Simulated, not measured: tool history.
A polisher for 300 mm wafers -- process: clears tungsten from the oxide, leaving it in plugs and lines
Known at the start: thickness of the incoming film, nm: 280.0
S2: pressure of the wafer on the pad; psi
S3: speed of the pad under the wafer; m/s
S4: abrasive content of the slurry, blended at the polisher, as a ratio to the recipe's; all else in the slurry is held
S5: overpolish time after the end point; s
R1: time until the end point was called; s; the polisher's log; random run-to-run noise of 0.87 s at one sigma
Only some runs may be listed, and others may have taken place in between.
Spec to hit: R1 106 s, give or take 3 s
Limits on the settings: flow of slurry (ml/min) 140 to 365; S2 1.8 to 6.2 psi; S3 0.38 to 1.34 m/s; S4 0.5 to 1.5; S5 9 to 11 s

run 1 hour=0 | flow_of_slurry_(ml/min)=235 S2=4 S3=0.86 S4=1 S5=11 | R1=74.368
run 2 hour=4.9 | flow_of_slurry_(ml/min)=235 S2=3.7 S3=0.86 S4=1 S5=11 | R1=78.485
run 3 hour=8.3 | flow_of_slurry_(ml/min)=235 S2=3.7 S3=0.74 S4=1 S5=11 | R1=92.619
run 4 hour=9.6 | flow_of_slurry_(ml/min)=235 S2=3.7 S3=0.88 S4=1 S5=11 | R1=77.281
run 5 hour=16.2 | flow_of_slurry_(ml/min)=235 S2=3.7 S3=0.88 S4=0.8 S5=11 | R1=82.77
run 6 hour=19.3 | flow_of_slurry_(ml/min)=235 S2=4.4 S3=0.88 S4=0.8 S5=11 | R1=74.168
run 7 hour=21.2 | flow_of_slurry_(ml/min)=235 S2=3.9 S3=0.88 S4=0.8 S5=11 | R1=80.484
run 8 hour=25.3 | flow_of_slurry_(ml/min)=235 S2=3.6 S3=0.88 S4=0.8 S5=11 | R1=85.181
run 9 hour=28.1 | flow_of_slurry_(ml/min)=235 S2=3.3 S3=0.88 S4=0.8 S5=11 | R1=89.017

Pick the move, out of 4, that brings all results within their allowed miss; only one does.
run A hour=30.9 | flow_of_slurry_(ml/min)=220 S2=3.2 S3=0.76 S4=0.8 S5=11 | R1=?
run B hour=30.9 | flow_of_slurry_(ml/min)=210 S2=2.6 S3=0.94 S4=0.85 S5=9 | R1=?
run C hour=30.9 | flow_of_slurry_(ml/min)=140 S2=4.6 S3=0.62 S4=0.75 S5=9 | R1=?
run D hour=30.9 | flow_of_slurry_(ml/min)=260 S2=3.2 S3=0.74 S4=0.95 S5=11 | R1=?

move=A R1=107.5
move=B R1=97.348
move=C R1=114.52
move=D R1=102.28
A: each result inside its tolerance
B: gains on the last run, yet a result remains outside its allowed miss
C: carries the result that was furthest off beyond its target, to the other side
D: gains on the last run, yet a result remains outside its allowed miss
Answer: A

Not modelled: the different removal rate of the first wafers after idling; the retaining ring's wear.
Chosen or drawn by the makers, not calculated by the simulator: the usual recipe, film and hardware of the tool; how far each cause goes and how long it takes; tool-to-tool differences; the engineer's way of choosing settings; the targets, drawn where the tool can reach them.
